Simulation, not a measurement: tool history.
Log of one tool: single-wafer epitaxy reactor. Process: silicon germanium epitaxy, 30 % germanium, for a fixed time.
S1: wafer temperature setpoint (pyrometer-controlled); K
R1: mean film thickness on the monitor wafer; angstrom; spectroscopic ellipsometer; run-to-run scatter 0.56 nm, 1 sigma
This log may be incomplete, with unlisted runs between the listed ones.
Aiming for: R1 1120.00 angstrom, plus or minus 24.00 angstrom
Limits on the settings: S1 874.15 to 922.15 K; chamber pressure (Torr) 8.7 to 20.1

{"run": 1, "day": 0.0, "S1": 898.15, "chamber pressure (Torr)": 14.4, "R1": 807.42}
{"run": 2, "day": 0.308, "S1": 900.15, "chamber pressure (Torr)": 14.4, "R1": 841.55}
{"run": 3, "day": 0.617, "S1": 900.15, "chamber pressure (Torr)": 16.8, "R1": 908.8}
{"run": 4, "day": 0.675, "S1": 896.15, "chamber pressure (Torr)": 16.8, "R1": 845.07}
{"run": 5, "day": 0.725, "S1": 898.15, "chamber pressure (Torr)": 16.8, "R1": 877.25}
{"run": 6, "day": 1.021, "S1": 900.15, "chamber pressure (Torr)": 16.8, "R1": 902.06}
{"run": 7, "day": 1.1, "S1": 901.15, "chamber pressure (Torr)": 16.8, "R1": 916.88}
{"run": 8, "day": 1.196, "S1": 902.15, "chamber pressure (Torr)": 16.8, "R1": 929.48}
{"run": 9, "day": 1.233, "S1": 903.15, "chamber pressure (Torr)": 16.8, "R1": 946.94}
{"run": 10, "day": 1.429, "S1": 904.15, "chamber pressure (Torr)": 16.8, "R1": 962.98}
{"run": 11, "day": 1.75, "S1": 905.15, "chamber pressure (Torr)": 16.8, "R1": 978.56}
{"run": 12, "day": 1.95, "S1": 906.15, "chamber pressure (Torr)": 16.8, "R1": 990.49}
{"run": 13, "day": 2.225, "S1": 907.15, "chamber pressure (Torr)": 16.8, "R1": 1006.1}
{"run": 14, "day": 2.512, "S1": 908.15, "chamber pressure (Torr)": 16.8, "R1": 1019.3}
{"run": 15, "day": 2.583, "S1": 909.15, "chamber pressure (Torr)": 16.8, "R1": 1031.5}
{"run": 16, "day": 2.833, "S1": 910.15, "chamber pressure (Torr)": 16.8, "R1": 1058.0}
{"run": 17, "day": 2.908, "S1": 912.15, "chamber pressure (Torr)": 16.8, "R1": 1095.0}

Which one of the following 5 next-run settings gets every result inside its allowed miss? There is exactly one.
{"run": "A", "day": 2.983, "S1": 913.15, "chamber pressure (Torr)": 16.1, "R1": "?"}
{"run": "B", "day": 2.983, "S1": 913.15, "chamber pressure (Torr)": 16.0, "R1": "?"}
{"run": "C", "day": 2.983, "S1": 912.15, "chamber pressure (Torr)": 17.7, "R1": "?"}
{"run": "D", "day": 2.983, "S1": 906.15, "chamber pressure (Torr)": 19.0, "R1": "?"}
{"run": "E", "day": 2.983, "S1": 912.15, "chamber pressure (Torr)": 16.7, "R1": "?"}

move=A R1=1084.30
move=B R1=1081.00
move=C R1=1118.80
move=D R1=1058.70
move=E R1=1087.70
A: lands further from the targets than the last run did
B: lands further from the targets than the last run did
C: hits every target within its allowed miss
D: lands further from the targets than the last run did
E: lands further from the targets than the last run did
C meets every target.
